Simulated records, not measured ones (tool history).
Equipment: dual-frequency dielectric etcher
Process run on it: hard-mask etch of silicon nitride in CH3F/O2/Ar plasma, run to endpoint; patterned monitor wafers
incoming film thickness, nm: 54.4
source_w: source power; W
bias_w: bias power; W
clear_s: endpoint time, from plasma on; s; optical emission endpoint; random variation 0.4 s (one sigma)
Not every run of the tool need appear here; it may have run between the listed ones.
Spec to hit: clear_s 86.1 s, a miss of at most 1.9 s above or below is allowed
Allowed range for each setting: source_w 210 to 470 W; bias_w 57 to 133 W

run  hour  source_w  bias_w  clear_s
  1     0       340      95   72.665
  2   5.2       340      81    75.25
  3  11.1       320      79   78.684
  4  17.8       310      78   79.352
  5  21.8       280      78   83.884
  6  26.8       320      78   78.416
  7    29       310      77   80.234
  8  36.8       300      76   81.453
  9  45.8       250      72   90.901
 10    52       260      72   88.087

Next run, 4 choices. One meets every target within its allowed miss, the rest don't. Which?
  A  58.2       280      71        ?
  B  58.2       270      89        ?
  C  58.2       340      59        ?
  D  58.2       300      72        ?

move  clear_s
   A   86.105
   B   82.492
   C   81.955
   D    82.92
A: every result within its allowed miss
B: the result that was furthest off in the last run now lies on the other side of its target
C: the result that was furthest off in the last run now lies on the other side of its target
D: the result that was furthest off in the last run now lies on the other side of its target
Answer: A
